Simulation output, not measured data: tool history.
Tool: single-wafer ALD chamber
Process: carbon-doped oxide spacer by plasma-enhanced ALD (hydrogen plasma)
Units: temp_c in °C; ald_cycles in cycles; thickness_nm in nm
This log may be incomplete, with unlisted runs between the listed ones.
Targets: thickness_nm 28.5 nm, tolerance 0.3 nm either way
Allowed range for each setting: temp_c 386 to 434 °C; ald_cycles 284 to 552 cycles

| run | hour | temp_c | ald_cycles | thickness_nm |
|---|---|---|---|---|
| 1 | 0 | 410 | 418 | 21.691 |
| 2 | 8.7 | 404 | 418 | 22.352 |
| 3 | 11.7 | 400 | 437 | 23.464 |
| 4 | 14.5 | 392 | 437 | 23.698 |
| 5 | 15.6 | 391 | 457 | 24.905 |
| 6 | 19.6 | 396 | 457 | 24.816 |
| 7 | 28.4 | 394 | 471 | 25.768 |
| 8 | 31.7 | 393 | 481 | 26.2 |
|  | 38.5 | thermocouple changed; heater temperature recalibrated |
| 9 | 38.5 | 392 | 490 | 26.721 |
| 10 | 42.6 | 391 | 497 | 26.968 |
| 11 | 45.1 | 390 | 503 | 27.359 |
| 12 | 47.8 | 389 | 508 | 27.708 |
| 13 | 50.1 | 389 | 511 | 27.854 |
| 14 | 52.1 | 389 | 514 | 28.072 |
| 15 | 59.8 | 389 | 514 | 28 |
| 16 | 64 | 389 | 516 | 28.039 |

Pick the move, out of 4, that brings all results within their allowed miss; only one does.
| A | 68.2 | 387 | 511 | ? |
| B | 68.2 | 386 | 504 | ? |
| C | 68.2 | 392 | 505 | ? |
| D | 68.2 | 400 | 523 | ? |

| move | thickness_nm |
|---|---|
| A | 27.752 |
| B | 27.372 |
| C | 27.426 |
| D | 28.404 |
A: its largest miss is bigger than the last run's
B: its largest miss is bigger than the last run's
C: its largest miss is bigger than the last run's
D: hits every target within its allowed miss
The right move is D.

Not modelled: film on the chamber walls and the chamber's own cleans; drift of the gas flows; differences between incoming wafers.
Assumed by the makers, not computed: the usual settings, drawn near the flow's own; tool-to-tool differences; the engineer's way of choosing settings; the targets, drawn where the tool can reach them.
